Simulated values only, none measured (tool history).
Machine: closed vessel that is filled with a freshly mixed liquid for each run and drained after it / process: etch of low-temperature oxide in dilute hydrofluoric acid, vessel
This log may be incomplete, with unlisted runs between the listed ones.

run	hour	temperature setpoint of the liquid (K)	parts of water to one part of 49 % hydrofluoric acid (parts by volume)	time in the liquid (s)	thickness taken off the low-temperature oxide on a monitor wafer (nm)
1	0.0	296.15	135	450	40.881
2	8.8	296.65	135	450	41.421
3	9.8	294.15	135	450	37.539
4	10.5	294.15	135	450	37.127
5	12.8	294.65	135	450	38.070
6	14.1	295.15	135	450	38.832
7	22.4	295.65	135	450	39.851

Forecast run 8:
8	27.9	296.15	135	450	?

{"run 8": {"thickness taken off the low-temperature oxide on a monitor wafer (nm)": 40.772}}
